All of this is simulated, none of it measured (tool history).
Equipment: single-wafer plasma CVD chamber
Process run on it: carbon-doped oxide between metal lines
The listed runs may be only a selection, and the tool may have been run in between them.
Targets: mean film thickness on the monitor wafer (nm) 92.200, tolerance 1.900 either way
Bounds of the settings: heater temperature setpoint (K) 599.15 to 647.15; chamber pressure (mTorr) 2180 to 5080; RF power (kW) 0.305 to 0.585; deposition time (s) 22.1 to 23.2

| run | hour | heater temperature setpoint (K) | chamber pressure (mTorr) | RF power (kW) | deposition time (s) | mean film thickness on the monitor wafer (nm) |
|---|---|---|---|---|---|---|
| 1 | 0.0 | 623.15 | 3630 | 0.445 | 23.2 | 104.080 |
| 2 | 1.4 | 625.15 | 3480 | 0.435 | 23.2 | 101.030 |
| 3 | 8.4 | 627.15 | 3340 | 0.430 | 23.2 | 99.099 |
| 4 | 16.7 | 629.15 | 3220 | 0.425 | 23.2 | 97.834 |
| 5 | 22.4 | 629.15 | 3670 | 0.425 | 23.2 | 98.963 |
| 6 | 29.6 | 629.15 | 4110 | 0.425 | 23.2 | 100.680 |
| 7 | 38.6 | 631.15 | 3980 | 0.415 | 23.2 | 97.644 |
| 8 | 40.0 | 633.15 | 3900 | 0.410 | 23.2 | 95.754 |
| 9 | 45.1 | 634.15 | 3850 | 0.410 | 23.2 | 95.522 |
| 10 | 54.0 | 635.15 | 3800 | 0.410 | 23.2 | 94.902 |
| 11 | 58.6 | 636.15 | 3760 | 0.410 | 23.2 | 94.879 |
| 12 | 64.7 | 637.15 | 3710 | 0.410 | 23.2 | 94.245 |

Consider the 5 candidate settings below. Which is the only one whose results all fall within their allowed miss of target?
| A | 70.8 | 638.15 | 4390 | 0.410 | 23.2 | ? |
| B | 70.8 | 645.15 | 3210 | 0.455 | 23.2 | ? |
| C | 70.8 | 636.15 | 3620 | 0.430 | 23.2 | ? |
| D | 70.8 | 638.15 | 3520 | 0.425 | 23.2 | ? |
| E | 70.8 | 640.15 | 3500 | 0.405 | 23.2 | ? |

| move | mean film thickness on the monitor wafer (nm) |
|---|---|
| A | 95.812 |
| B | 97.658 |
| C | 97.295 |
| D | 95.644 |
| E | 91.741 |
A: further off than the last run
B: further off than the last run
C: further off than the last run
D: further off than the last run
E: all results land within tolerance of their targets
Correct choice: E, which meets every target
